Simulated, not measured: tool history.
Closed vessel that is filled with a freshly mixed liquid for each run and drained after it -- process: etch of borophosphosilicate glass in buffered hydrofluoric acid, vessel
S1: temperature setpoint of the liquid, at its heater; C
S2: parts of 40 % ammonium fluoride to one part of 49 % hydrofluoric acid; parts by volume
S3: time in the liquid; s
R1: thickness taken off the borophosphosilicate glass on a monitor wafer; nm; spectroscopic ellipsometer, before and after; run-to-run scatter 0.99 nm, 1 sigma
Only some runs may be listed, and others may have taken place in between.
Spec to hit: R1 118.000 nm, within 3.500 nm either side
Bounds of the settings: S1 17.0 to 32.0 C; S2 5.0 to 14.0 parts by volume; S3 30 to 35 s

{"run": 1, "hour": 0.0, "S1": 25.0, "S2": 8.5, "S3": 35, "R1": 83.011}
{"run": 2, "hour": 2.4, "S1": 25.0, "S2": 8.5, "S3": 30, "R1": 70.584}
{"run": 3, "hour": 9.9, "S1": 25.0, "S2": 8.5, "S3": 35, "R1": 83.559}
{"run": 4, "hour": 12.6, "S1": 27.0, "S2": 8.5, "S3": 35, "R1": 92.398}
{"run": 5, "hour": 21.1, "S1": 28.0, "S2": 8.5, "S3": 35, "R1": 97.388}
{"run": 6, "hour": 23.1, "S1": 29.0, "S2": 8.5, "S3": 35, "R1": 102.39}
{"run": 7, "hour": 26.1, "S1": 30.0, "S2": 8.5, "S3": 35, "R1": 107.01}
{"run": 8, "hour": 29.7, "S1": 30.5, "S2": 8.5, "S3": 35, "R1": 111.05}
{"run": 9, "hour": 35.7, "S1": 31.0, "S2": 8.5, "S3": 35, "R1": 113.44}
{"run": 10, "hour": 38.8, "S1": 31.0, "S2": 8.5, "S3": 35, "R1": 113.1}

Next run, 4 choices. One meets every target within its allowed miss, the rest don't. Which?
{"run": "A", "hour": 41.9, "S1": 30.5, "S2": 7.5, "S3": 30, "R1": "?"}
{"run": "B", "hour": 41.9, "S1": 29.0, "S2": 7.5, "S3": 35, "R1": "?"}
{"run": "C", "hour": 41.9, "S1": 32.0, "S2": 9.0, "S3": 35, "R1": "?"}
{"run": "D", "hour": 41.9, "S1": 28.0, "S2": 6.5, "S3": 30, "R1": "?"}

move=A R1=108.870
move=B R1=117.510
move=C R1=112.460
move=D R1=110.020
A: its largest miss is bigger than the last run's
B: all results land within tolerance of their targets
C: its largest miss is bigger than the last run's
D: its largest miss is bigger than the last run's
Answer: B

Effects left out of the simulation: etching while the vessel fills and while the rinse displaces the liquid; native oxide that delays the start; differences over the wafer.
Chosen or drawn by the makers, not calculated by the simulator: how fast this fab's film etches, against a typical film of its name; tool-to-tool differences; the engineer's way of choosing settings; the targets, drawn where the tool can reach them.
